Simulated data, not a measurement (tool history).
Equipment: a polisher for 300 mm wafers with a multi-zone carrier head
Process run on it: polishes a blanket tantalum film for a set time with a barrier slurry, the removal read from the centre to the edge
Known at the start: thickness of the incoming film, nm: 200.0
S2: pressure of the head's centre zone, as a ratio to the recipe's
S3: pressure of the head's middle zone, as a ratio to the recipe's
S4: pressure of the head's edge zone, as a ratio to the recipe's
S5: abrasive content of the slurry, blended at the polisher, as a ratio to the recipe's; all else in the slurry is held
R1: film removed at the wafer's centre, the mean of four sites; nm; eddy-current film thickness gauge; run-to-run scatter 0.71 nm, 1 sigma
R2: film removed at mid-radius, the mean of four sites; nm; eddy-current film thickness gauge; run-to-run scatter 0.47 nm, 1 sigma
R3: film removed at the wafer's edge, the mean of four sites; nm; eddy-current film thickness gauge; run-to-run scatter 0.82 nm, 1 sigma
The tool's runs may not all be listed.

Run 1, hour 0: flow of slurry (ml/min) 295, S2 1, S3 1, S4 1, S5 1, polishing time (s) 33. Result: R1 81.257 nm, R2 77.837 nm, R3 77.182 nm.
Run 2, hour 3: flow of slurry (ml/min) 290, S2 0.98, S3 0.97, S4 0.98, S5 0.9, polishing time (s) 33. Result: R1 78.007 nm, R2 73.736 nm, R3 74.625 nm.
Run 3, hour 6.9: flow of slurry (ml/min) 285, S2 0.96, S3 0.95, S4 0.96, S5 0.8, polishing time (s) 33. Result: R1 72.842 nm, R2 70.197 nm, R3 72.902 nm.
Run 4, hour 7.6: flow of slurry (ml/min) 285, S2 0.96, S3 0.94, S4 0.94, S5 0.75, polishing time (s) 33. Result: R1 71.638 nm, R2 68.512 nm, R3 69.313 nm.
Run 5, hour 16.3: flow of slurry (ml/min) 285, S2 0.96, S3 0.94, S4 0.94, S5 0.75, polishing time (s) 25. Result: R1 53.448 nm, R2 52.085 nm, R3 53.39 nm.
Run 6, hour 23.9: flow of slurry (ml/min) 350, S2 0.96, S3 0.94, S4 0.94, S5 0.75, polishing time (s) 25. Result: R1 55.345 nm, R2 52.841 nm, R3 53.475 nm.
Run 7, hour 32.7: flow of slurry (ml/min) 345, S2 0.97, S3 0.94, S4 0.97, S5 0.8, polishing time (s) 25. Result: R1 56.376 nm, R2 53.481 nm, R3 55.734 nm.
Run 8, hour 39.3: flow of slurry (ml/min) 345, S2 0.98, S3 0.95, S4 0.99, S5 0.85, polishing time (s) 25. Result: R1 58.185 nm, R2 54.615 nm, R3 55.333 nm.
Run 9, hour 44.8: flow of slurry (ml/min) 335, S2 0.98, S3 0.94, S4 1, S5 0.9, polishing time (s) 25. Result: R1 60.262 nm, R2 55.035 nm, R3 57.982 nm.
Run 10, hour 48.4: flow of slurry (ml/min) 330, S2 0.98, S3 0.94, S4 1.01, S5 0.9, polishing time (s) 25. Result: R1 59.337 nm, R2 55.455 nm, R3 58.097 nm.

Predict the results of run 11:
Run 11, hour 57.1: flow of slurry (ml/min) 325, S2 0.98, S3 0.94, S4 1.02, S5 0.9, polishing time (s) 25. Result: R1 ?, R2 ?, R3 ?.

Run 11 came out at R1 59.622 nm, R2 54.726 nm, R3 59.166 nm.
